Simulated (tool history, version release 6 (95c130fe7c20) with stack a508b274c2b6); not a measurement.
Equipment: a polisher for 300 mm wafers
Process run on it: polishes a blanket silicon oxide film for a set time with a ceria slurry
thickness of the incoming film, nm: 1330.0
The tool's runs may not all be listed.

run	hour	flow of slurry (ml/min)	pressure of the wafer on the pad (psi)	speed of the pad under the wafer (m/s)	polishing time (s)	film removed (nm)
1	0	130	3.3	0.94	87	368.74
2	2	125	2.8	0.88	87	298.3
3	3.8	125	2.5	0.82	87	258.91
4	4.4	125	2.5	0.82	92	267.44
5	5.6	125	2.2	0.76	92	223.46
6	14.5	125	2	0.74	92	200.92
7	20.1	125	1.9	0.72	92	188.42
8	21.6	125	1.8	0.72	92	172.8
9	24.5	125	1.7	0.72	92	163.44
10	33.1	125	1.7	0.72	92	165.61

Expected results for the next run?
11	33.7	125	1.7	0.72	92	?

film removed (nm): 167.93

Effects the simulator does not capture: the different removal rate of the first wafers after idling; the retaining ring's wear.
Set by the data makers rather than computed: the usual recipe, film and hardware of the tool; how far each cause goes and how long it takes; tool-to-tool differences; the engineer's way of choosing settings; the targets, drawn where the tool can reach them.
